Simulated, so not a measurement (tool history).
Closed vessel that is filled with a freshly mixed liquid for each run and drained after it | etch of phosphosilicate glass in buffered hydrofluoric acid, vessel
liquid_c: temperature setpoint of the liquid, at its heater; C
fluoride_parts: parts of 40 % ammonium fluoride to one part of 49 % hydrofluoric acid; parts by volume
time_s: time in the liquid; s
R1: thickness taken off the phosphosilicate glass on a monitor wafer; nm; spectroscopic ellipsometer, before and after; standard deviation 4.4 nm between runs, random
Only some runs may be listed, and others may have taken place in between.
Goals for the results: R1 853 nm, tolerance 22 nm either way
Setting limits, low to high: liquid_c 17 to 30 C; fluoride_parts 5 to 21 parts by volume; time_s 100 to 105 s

run 1 day=0 | liquid_c=22 fluoride_parts=13 time_s=100 | R1=554.48
run 2 day=0.388 | liquid_c=23 fluoride_parts=13 time_s=100 | R1=587.42
run 3 day=0.562 | liquid_c=23 fluoride_parts=13 time_s=100 | R1=586.93
run 4 day=0.896 | liquid_c=23 fluoride_parts=13 time_s=105 | R1=616.92
run 5 day=1.125 | liquid_c=23 fluoride_parts=11.5 time_s=105 | R1=689.3
run 6 day=1.475 | liquid_c=23.5 fluoride_parts=11.5 time_s=105 | R1=710.87
run 7 day=1.612 | liquid_c=24 fluoride_parts=11.5 time_s=105 | R1=735.78
run 8 day=1.708 | liquid_c=24.5 fluoride_parts=11.5 time_s=105 | R1=753.22
run 9 day=1.754 | liquid_c=24.5 fluoride_parts=11.5 time_s=105 | R1=754.39
run 10 day=1.854 | liquid_c=25 fluoride_parts=11.5 time_s=105 | R1=774.87
run 11 day=1.929 | liquid_c=26 fluoride_parts=11.5 time_s=105 | R1=826.16

Below are 4 possible settings for the next run. Only one of them brings all results inside the allowed miss of their targets. Which is it?
run A day=2.004 | liquid_c=28 fluoride_parts=11 time_s=100 | R1=?
run B day=2.004 | liquid_c=26 fluoride_parts=12 time_s=105 | R1=?
run C day=2.004 | liquid_c=25 fluoride_parts=10 time_s=100 | R1=?
run D day=2.004 | liquid_c=28.5 fluoride_parts=13.5 time_s=105 | R1=?

move=A R1=910.94
move=B R1=789.5
move=C R1=850.87
move=D R1=804.18
A: moves the result that the last run missed by most past its target, out the other side
B: lands further from the targets than the last run did
C: each result inside its tolerance
D: lands further from the targets than the last run did
Go with C: it meets all targets.

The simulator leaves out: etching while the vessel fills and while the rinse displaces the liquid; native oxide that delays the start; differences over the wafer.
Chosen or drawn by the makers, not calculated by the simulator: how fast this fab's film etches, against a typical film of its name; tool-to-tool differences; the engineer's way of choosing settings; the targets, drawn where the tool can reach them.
